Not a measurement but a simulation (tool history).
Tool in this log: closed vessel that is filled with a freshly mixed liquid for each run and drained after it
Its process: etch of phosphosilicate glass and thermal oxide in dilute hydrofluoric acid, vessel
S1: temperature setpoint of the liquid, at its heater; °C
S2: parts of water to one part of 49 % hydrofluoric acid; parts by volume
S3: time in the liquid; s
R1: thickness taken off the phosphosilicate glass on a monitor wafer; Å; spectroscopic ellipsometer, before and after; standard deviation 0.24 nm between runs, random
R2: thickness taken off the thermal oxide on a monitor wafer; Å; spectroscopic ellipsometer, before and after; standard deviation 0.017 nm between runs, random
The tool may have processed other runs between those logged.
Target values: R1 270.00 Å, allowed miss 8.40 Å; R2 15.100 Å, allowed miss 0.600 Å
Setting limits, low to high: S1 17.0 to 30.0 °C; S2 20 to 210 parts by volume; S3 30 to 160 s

| run | day | S1 | S2 | S3 | R1 | R2 |
|---|---|---|---|---|---|---|
| 1 | 0.000 | 22.0 | 115 | 80 | 492.14 | 27.180 |
| 2 | 0.192 | 19.0 | 115 | 80 | 439.50 | 24.527 |
| 3 | 0.217 | 22.0 | 115 | 80 | 495.38 | 27.206 |
| 4 | 0.554 | 24.5 | 115 | 80 | 547.80 | 30.437 |
| 5 | 0.812 | 23.5 | 120 | 80 | 504.95 | 27.720 |
| 6 | 0.988 | 23.5 | 80 | 80 | 798.80 | 43.517 |
| 7 | 1.229 | 22.5 | 90 | 80 | 666.27 | 37.023 |
| 8 | 1.267 | 22.0 | 100 | 80 | 584.65 | 32.906 |
| 9 | 1.529 | 21.5 | 105 | 80 | 528.20 | 30.336 |
| 10 | 1.562 | 21.5 | 110 | 80 | 505.63 | 28.550 |
| 11 | 1.729 | 21.0 | 115 | 80 | 476.52 | 26.877 |
| 12 | 2.062 | 20.5 | 120 | 80 | 444.80 | 24.737 |
| 13 | 2.188 | 20.0 | 125 | 80 | 416.72 | 23.132 |
| 14 | 2.258 | 19.5 | 130 | 80 | 382.96 | 21.620 |
|  | 2.546 | hydrofluoric acid flow meter replaced |
| 15 | 2.546 | 19.5 | 135 | 80 | 414.33 | 22.575 |
| 16 | 2.621 | 19.0 | 140 | 80 | 379.81 | 21.279 |
| 17 | 2.912 | 19.0 | 145 | 80 | 366.98 | 20.629 |
| 18 | 3.246 | 19.0 | 150 | 80 | 356.46 | 19.505 |
| 19 | 3.438 | 18.5 | 155 | 80 | 335.60 | 18.347 |

Pick the move, out of 4, that brings all results within their allowed miss; only one does.
| A | 3.629 | 23.0 | 175 | 90 | ? | ? |
| B | 3.629 | 18.5 | 180 | 110 | ? | ? |
| C | 3.629 | 24.0 | 125 | 40 | ? | ? |
| D | 3.629 | 19.0 | 140 | 75 | ? | ? |

| move | R1 | R2 |
|---|---|---|
| A | 388.64 | 21.923 |
| B | 385.78 | 21.762 |
| C | 265.91 | 15.000 |
| D | 359.09 | 20.256 |
A: moves away from the targets compared with the last run
B: moves away from the targets compared with the last run
C: each result inside its tolerance
D: moves away from the targets compared with the last run
The move that meets every target is C.
